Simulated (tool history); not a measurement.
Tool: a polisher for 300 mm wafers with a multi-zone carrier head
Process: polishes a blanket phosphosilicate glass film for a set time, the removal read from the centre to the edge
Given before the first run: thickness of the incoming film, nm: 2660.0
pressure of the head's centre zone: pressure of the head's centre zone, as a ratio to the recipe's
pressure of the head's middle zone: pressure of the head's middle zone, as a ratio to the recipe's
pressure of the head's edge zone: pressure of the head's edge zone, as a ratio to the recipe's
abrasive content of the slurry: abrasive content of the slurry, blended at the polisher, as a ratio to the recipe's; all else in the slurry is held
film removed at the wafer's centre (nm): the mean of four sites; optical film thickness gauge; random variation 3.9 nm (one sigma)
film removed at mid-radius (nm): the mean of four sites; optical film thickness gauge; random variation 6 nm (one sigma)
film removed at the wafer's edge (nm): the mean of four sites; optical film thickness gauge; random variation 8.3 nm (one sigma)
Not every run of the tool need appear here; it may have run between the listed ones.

| run | hour | flow of slurry (ml/min) | pressure of the head's centre zone | pressure of the head's middle zone | pressure of the head's edge zone | abrasive content of the slurry | polishing time (s) | film removed at the wafer's centre (nm) | film removed at mid-radius (nm) | film removed at the wafer's edge (nm) |
|---|---|---|---|---|---|---|---|---|---|---|
| 1 | 0 | 130 | 1 | 1 | 1 | 1 | 62 | 516.13 | 509.48 | 501.43 |
| 2 | 8.2 | 130 | 1 | 1 | 1 | 1 | 54 | 447.75 | 438.42 | 437.09 |
| 3 | 13.8 | 140 | 1.03 | 1.03 | 1.03 | 1.05 | 54 | 480.09 | 462.63 | 457.65 |
| 4 | 15 | 140 | 1.07 | 1.03 | 1.03 | 1.05 | 54 | 501.46 | 470.44 | 461.12 |
| 5 | 17.8 | 150 | 1.09 | 1.06 | 1.05 | 1.1 | 54 | 531.43 | 492.71 | 482.25 |
| 6 | 19.1 | 150 | 1.13 | 1.06 | 1.05 | 1.1 | 54 | 551.73 | 501.62 | 486.29 |
| 7 | 22 | 155 | 1.14 | 1.09 | 1.06 | 1.15 | 54 | 574.17 | 528.48 | 484.94 |
| 8 | 27.3 | 160 | 1.14 | 1.1 | 1.08 | 1.2 | 54 | 590.59 | 557.09 | 521.3 |
| 9 | 35.9 | 165 | 1.14 | 1.11 | 1.09 | 1.2 | 54 | 591.38 | 551.8 | 501.84 |
| 10 | 44.3 | 160 | 1.15 | 1.11 | 1.1 | 1.25 | 54 | 608.2 | 556.73 | 522.47 |
| 11 | 47.4 | 165 | 1.15 | 1.12 | 1.11 | 1.25 | 54 | 606.88 | 564.4 | 537.72 |

Run 12 has not been measured yet. What should we expect?
| 12 | 49.1 | 170 | 1.15 | 1.13 | 1.11 | 1.25 | 54 | ? | ? | ? |

film removed at the wafer's centre (nm): 609.78
film removed at mid-radius (nm): 586.09
film removed at the wafer's edge (nm): 529.14

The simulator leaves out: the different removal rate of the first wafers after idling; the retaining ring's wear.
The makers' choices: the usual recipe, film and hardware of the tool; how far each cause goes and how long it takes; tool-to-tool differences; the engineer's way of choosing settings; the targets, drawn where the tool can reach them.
